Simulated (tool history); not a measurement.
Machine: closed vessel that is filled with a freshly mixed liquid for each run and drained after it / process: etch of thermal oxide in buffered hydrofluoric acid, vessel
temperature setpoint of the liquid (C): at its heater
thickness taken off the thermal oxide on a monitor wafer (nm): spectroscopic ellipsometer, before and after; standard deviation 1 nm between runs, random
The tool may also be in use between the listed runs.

run,hour,temperature setpoint of the liquid (C),parts of 40 % ammonium fluoride to one part of 49 % hydrofluoric acid (parts by volume),time in the liquid (s),thickness taken off the thermal oxide on a monitor wafer (nm)
1,0,21,17.5,115,63.481
2,1.4,23.5,17,115,75.157
3,8.4,23.5,21,115,62.834
4,12.3,25,19.5,115,71.8
5,20,25,19.5,125,77.825
6,27.5,26.5,18.5,125,88.392

Run 7 is up next; what results do you expect?
7,29.8,26.5,18.5,125,?

Run 7 measured thickness taken off the thermal oxide on a monitor wafer (nm) 87.842.

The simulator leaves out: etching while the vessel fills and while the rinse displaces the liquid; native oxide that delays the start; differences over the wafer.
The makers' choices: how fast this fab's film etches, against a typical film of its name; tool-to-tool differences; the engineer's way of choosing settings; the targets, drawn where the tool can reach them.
